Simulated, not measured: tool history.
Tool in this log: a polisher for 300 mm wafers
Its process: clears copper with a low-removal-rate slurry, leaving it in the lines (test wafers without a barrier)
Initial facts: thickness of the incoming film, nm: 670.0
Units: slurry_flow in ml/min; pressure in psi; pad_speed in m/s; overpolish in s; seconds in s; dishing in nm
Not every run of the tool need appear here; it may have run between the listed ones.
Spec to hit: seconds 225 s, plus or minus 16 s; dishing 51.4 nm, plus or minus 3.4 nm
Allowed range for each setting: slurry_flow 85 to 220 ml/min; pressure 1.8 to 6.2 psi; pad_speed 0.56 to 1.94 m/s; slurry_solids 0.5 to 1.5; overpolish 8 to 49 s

{"run": 1, "hour": 0.0, "slurry_flow": 140, "pressure": 4, "pad_speed": 1.24, "slurry_solids": 1, "overpolish": 25, "seconds": 114.16, "dishing": 75.076}
{"run": 2, "hour": 3.1, "slurry_flow": 140, "pressure": 4, "pad_speed": 1.4, "slurry_solids": 1, "overpolish": 25, "seconds": 100.1, "dishing": 78.915}
{"run": 3, "hour": 11.9, "slurry_flow": 140, "pressure": 3.6, "pad_speed": 1.4, "slurry_solids": 1, "overpolish": 25, "seconds": 109.3, "dishing": 73.608}
{"run": 4, "hour": 18.4, "slurry_flow": 105, "pressure": 3.6, "pad_speed": 1.4, "slurry_solids": 1, "overpolish": 25, "seconds": 121.76, "dishing": 72.999}
{"run": 5, "hour": 21.3, "slurry_flow": 105, "pressure": 4.5, "pad_speed": 1.4, "slurry_solids": 1, "overpolish": 25, "seconds": 97.945, "dishing": 86.141}
{"run": 6, "hour": 26.3, "slurry_flow": 105, "pressure": 4.5, "pad_speed": 1.66, "slurry_solids": 1, "overpolish": 25, "seconds": 81.796, "dishing": 91.052}
{"run": 7, "hour": 27.3, "slurry_flow": 100, "pressure": 3.9, "pad_speed": 1.54, "slurry_solids": 1, "overpolish": 25, "seconds": 100.6, "dishing": 79.306}
{"run": 8, "hour": 32.8, "slurry_flow": 95, "pressure": 3.4, "pad_speed": 1.42, "slurry_solids": 1, "overpolish": 26, "seconds": 128.83, "dishing": 69.961}
{"run": 9, "hour": 35.6, "slurry_flow": 95, "pressure": 3, "pad_speed": 1.36, "slurry_solids": 1, "overpolish": 27, "seconds": 152.22, "dishing": 66.234}
{"run": 10, "hour": 39.6, "slurry_flow": 95, "pressure": 2.7, "pad_speed": 1.34, "slurry_solids": 1, "overpolish": 27, "seconds": 167.68, "dishing": 61.196}
{"run": 11, "hour": 48.6, "slurry_flow": 95, "pressure": 2.5, "pad_speed": 1.32, "slurry_solids": 1, "overpolish": 27, "seconds": 180.41, "dishing": 53.647}
{"run": 12, "hour": 52.3, "slurry_flow": 95, "pressure": 2.4, "pad_speed": 1.3, "slurry_solids": 1, "overpolish": 28, "seconds": 199.77, "dishing": 56.121}
{"run": 13, "hour": 56.2, "slurry_flow": 95, "pressure": 2.3, "pad_speed": 1.3, "slurry_solids": 1, "overpolish": 28, "seconds": 194.62, "dishing": 54.171}

Exactly one of the 5 candidate moves below puts every result within its allowed miss. Which one?
{"run": "A", "hour": 60.1, "slurry_flow": 120, "pressure": 2.5, "pad_speed": 1.22, "slurry_solids": 0.95, "overpolish": 30, "seconds": "?", "dishing": "?"}
{"run": "B", "hour": 60.1, "slurry_flow": 95, "pressure": 2.4, "pad_speed": 1.54, "slurry_solids": 1, "overpolish": 25, "seconds": "?", "dishing": "?"}
{"run": "C", "hour": 60.1, "slurry_flow": 105, "pressure": 2.9, "pad_speed": 1.4, "slurry_solids": 1.05, "overpolish": 17, "seconds": "?", "dishing": "?"}
{"run": "D", "hour": 60.1, "slurry_flow": 125, "pressure": 2.1, "pad_speed": 1.18, "slurry_solids": 0.85, "overpolish": 30, "seconds": "?", "dishing": "?"}
{"run": "E", "hour": 60.1, "slurry_flow": 115, "pressure": 2.4, "pad_speed": 1.5, "slurry_solids": 0.85, "overpolish": 26, "seconds": "?", "dishing": "?"}

move=A seconds=185.45 dishing=60.343
move=B seconds=162.17 dishing=58.258
move=C seconds=143.08 dishing=49.401
move=D seconds=228.17 dishing=51.709
move=E seconds=162.38 dishing=59.7
A: the biggest miss grows against the last run
B: the biggest miss grows against the last run
C: the biggest miss grows against the last run
D: every result within its allowed miss
E: the biggest miss grows against the last run
Move D is the one to make.
